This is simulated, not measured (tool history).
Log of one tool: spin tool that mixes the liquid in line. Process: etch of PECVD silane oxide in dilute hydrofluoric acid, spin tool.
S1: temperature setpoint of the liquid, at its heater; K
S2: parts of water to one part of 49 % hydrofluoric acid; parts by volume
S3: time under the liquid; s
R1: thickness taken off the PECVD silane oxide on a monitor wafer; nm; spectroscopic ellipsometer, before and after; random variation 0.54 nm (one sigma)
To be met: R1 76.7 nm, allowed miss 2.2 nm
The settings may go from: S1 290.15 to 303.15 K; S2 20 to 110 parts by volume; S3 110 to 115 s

run	hour	S1	S2	S3	R1
1	0	295.15	60	110	36.076
2	2.6	297.65	50	110	48.797
3	6.9	299.15	45	110	58.26
4	14.1	299.15	65	110	39.54
# hour 17.7: thermometer replaced
5	17.7	300.15	55	110	46.044
6	22.7	298.65	55	110	42.936
7	31.1	299.65	50	110	49.875
8	36.4	300.65	45	110	57.253
9	39.5	301.15	40	110	65.932
10	47.6	301.65	40	110	68.651
11	54.7	303.15	35	110	84.096
12	60.8	302.65	35	110	81.598

4 next moves are on the table. One of them brings every result within its allowed miss. Which?
A	66.9	303.15	35	110	?
B	66.9	302.15	40	110	?
C	66.9	301.15	35	110	?
D	66.9	302.65	40	110	?

move	R1
A	84.106
B	70.172
C	77.62
D	71.584
A: further off than the last run
B: takes the result that was furthest off past its target
C: meets every target
D: takes the result that was furthest off past its target
Move C is the one to make.
